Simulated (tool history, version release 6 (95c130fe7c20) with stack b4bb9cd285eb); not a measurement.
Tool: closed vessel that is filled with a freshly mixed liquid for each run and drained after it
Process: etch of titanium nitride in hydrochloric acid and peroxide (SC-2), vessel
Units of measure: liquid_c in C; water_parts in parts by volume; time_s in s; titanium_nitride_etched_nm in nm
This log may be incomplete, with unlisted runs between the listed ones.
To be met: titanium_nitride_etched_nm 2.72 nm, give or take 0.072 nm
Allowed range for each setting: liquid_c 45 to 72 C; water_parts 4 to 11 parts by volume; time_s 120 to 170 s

run  hour  liquid_c  water_parts  time_s  titanium_nitride_etched_nm
  1     0        61            6     170                      6.8685
  2   3.3        61            4     170                      9.2309
  3   9.2        61            4     170                      9.0774
  4  16.2        61            4     120                      6.4745
  5  23.5      63.5            4     120                      7.5176
  6  25.6        69            4     120                      10.407
  7  33.5        62          4.5     120                      6.3449
  8  41.2      57.5          4.5     120                      4.7806
  9  48.2      57.5          4.5     120                      4.7593
 10  55.5        55          4.5     120                      4.0861
 11  63.6        53          4.5     120                      3.5257
 12  64.8        52          4.5     120                      3.3446
 13  68.6        48          4.5     120                      2.5475

Which one of the following 4 next-run settings gets every result inside its allowed miss? There is exactly one.
  A  72.4      45.5            4     140                           ?
  B  72.4      46.5            5     160                           ?
  C  72.4      45.5          5.5     160                           ?
  D  72.4      45.5            5     145                           ?

move  titanium_nitride_etched_nm
   A                      2.7266
   B                      2.8599
   C                      2.4929
   D                      2.4206
A: in spec on every target
B: pushes the last run's worst result past its target
C: the biggest miss grows against the last run
D: the biggest miss grows against the last run
Correct choice: A, which meets every target
